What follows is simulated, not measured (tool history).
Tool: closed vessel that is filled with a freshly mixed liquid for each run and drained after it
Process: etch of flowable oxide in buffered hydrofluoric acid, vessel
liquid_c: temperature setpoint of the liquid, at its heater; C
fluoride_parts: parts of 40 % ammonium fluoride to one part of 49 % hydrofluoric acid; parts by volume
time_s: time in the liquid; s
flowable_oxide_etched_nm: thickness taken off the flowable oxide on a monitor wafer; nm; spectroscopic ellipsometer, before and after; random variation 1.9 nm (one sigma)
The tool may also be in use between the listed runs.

{"run": 1, "hour": 0.0, "liquid_c": 24, "fluoride_parts": 11, "time_s": 90, "flowable_oxide_etched_nm": 209.88}
{"run": 2, "hour": 3.1, "liquid_c": 25.5, "fluoride_parts": 10.5, "time_s": 90, "flowable_oxide_etched_nm": 239.07}
{"run": 3, "hour": 6.0, "liquid_c": 25.5, "fluoride_parts": 10.5, "time_s": 95, "flowable_oxide_etched_nm": 253.06}
{"run": 4, "hour": 10.9, "liquid_c": 27, "fluoride_parts": 10, "time_s": 95, "flowable_oxide_etched_nm": 285.9}
{"run": 5, "hour": 14.5, "liquid_c": 27, "fluoride_parts": 10, "time_s": 90, "flowable_oxide_etched_nm": 271.34}
{"run": 6, "hour": 21.5, "liquid_c": 27, "fluoride_parts": 10, "time_s": 90, "flowable_oxide_etched_nm": 273.63}
{"run": 7, "hour": 29.1, "liquid_c": 28, "fluoride_parts": 10, "time_s": 90, "flowable_oxide_etched_nm": 287.35}
{"run": 8, "hour": 30.6, "liquid_c": 29, "fluoride_parts": 9.5, "time_s": 90, "flowable_oxide_etched_nm": 311.18}
{"run": 9, "hour": 33.0, "liquid_c": 29.5, "fluoride_parts": 9.5, "time_s": 90, "flowable_oxide_etched_nm": 321.91}
{"run": 10, "hour": 33.9, "liquid_c": 30, "fluoride_parts": 9.5, "time_s": 90, "flowable_oxide_etched_nm": 329.56}
{"run": 11, "hour": 39.6, "liquid_c": 30.5, "fluoride_parts": 9.5, "time_s": 90, "flowable_oxide_etched_nm": 338.99}
{"run": 12, "hour": 48.3, "liquid_c": 31, "fluoride_parts": 9.5, "time_s": 90, "flowable_oxide_etched_nm": 348.99}

The next listed run, before its measurement:
{"run": 13, "hour": 52.1, "liquid_c": 31.5, "fluoride_parts": 9, "time_s": 90, "flowable_oxide_etched_nm": "?"}

{"run 13": {"flowable_oxide_etched_nm": 364.48}}

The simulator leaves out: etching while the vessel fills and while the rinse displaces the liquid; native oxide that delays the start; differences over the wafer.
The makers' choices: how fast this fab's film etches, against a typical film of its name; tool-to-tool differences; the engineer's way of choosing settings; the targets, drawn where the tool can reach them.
